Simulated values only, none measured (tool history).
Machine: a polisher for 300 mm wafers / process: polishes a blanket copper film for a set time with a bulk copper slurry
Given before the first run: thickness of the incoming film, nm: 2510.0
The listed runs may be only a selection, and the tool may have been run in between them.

run,hour,flow of slurry (ml/min),pressure of the wafer on the pad (kPa),speed of the pad under the wafer (cm/s),abrasive content of the slurry,polishing time (s),film removed (nm)
1,0,205,17.2,104,1,45,305.31
2,2.2,205,15.9,104,1,45,287.3
3,7.6,170,15.9,104,1,45,294.27
4,10.5,170,15.9,104,1,45,284.54
5,17.3,170,15.9,94,1,45,262.42
6,18.2,170,14.5,94,1,45,238.46
7,27.2,170,13.8,94,1,45,226.93
# hour 31.8: slurry nozzle cleaned
8,31.8,170,13.1,94,1,45,229.73

The next listed run, before its measurement:
9,37.9,170,12.4,94,1,45,?

Logged for run 9: film removed (nm) 218.7.

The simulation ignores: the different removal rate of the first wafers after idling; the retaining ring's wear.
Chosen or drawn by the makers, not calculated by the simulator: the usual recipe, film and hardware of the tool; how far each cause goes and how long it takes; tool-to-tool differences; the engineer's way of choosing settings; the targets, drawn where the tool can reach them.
